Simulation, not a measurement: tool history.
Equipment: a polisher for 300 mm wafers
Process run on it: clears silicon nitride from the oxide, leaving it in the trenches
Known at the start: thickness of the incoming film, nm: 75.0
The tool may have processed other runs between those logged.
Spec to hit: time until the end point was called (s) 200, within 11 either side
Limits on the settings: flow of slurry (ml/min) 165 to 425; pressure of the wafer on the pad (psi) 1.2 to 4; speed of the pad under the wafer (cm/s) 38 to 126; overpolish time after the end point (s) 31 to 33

run	hour	flow of slurry (ml/min)	pressure of the wafer on the pad (psi)	speed of the pad under the wafer (cm/s)	overpolish time after the end point (s)	time until the end point was called (s)
1	0	275	2.6	82	31	121.48
2	4.9	315	2.6	82	31	118.7
3	8.7	355	2.6	82	31	117.47
4	11.8	355	3	82	31	102.9
5	17	355	3	82	33	101.64
6	25.6	355	2.7	80	33	120.27
7	32.1	355	2.5	80	33	127.36
8	36.9	355	2.3	80	33	137.66
9	44	355	2.2	80	33	144.73
10	48.6	355	2.1	80	33	149.35
11	50.4	355	2	80	33	157.87
12	52.8	355	1.9	80	33	166.51
13	60.2	355	1.8	80	33	169.77
14	66.3	355	1.7	80	33	184.69

4 candidate next runs follow, results not yet known. Just one meets every target within its allowed miss. Identify it.
A	72.4	365	1.6	94	33	?
B	72.4	330	2	62	33	?
C	72.4	410	1.6	100	33	?
D	72.4	350	1.9	82	32	?

move	time until the end point was called (s)
A	164.6
B	198.23
C	154
D	159.47
A: further off than the last run
B: meets every target
C: further off than the last run
D: further off than the last run
Go with B: it meets all targets.
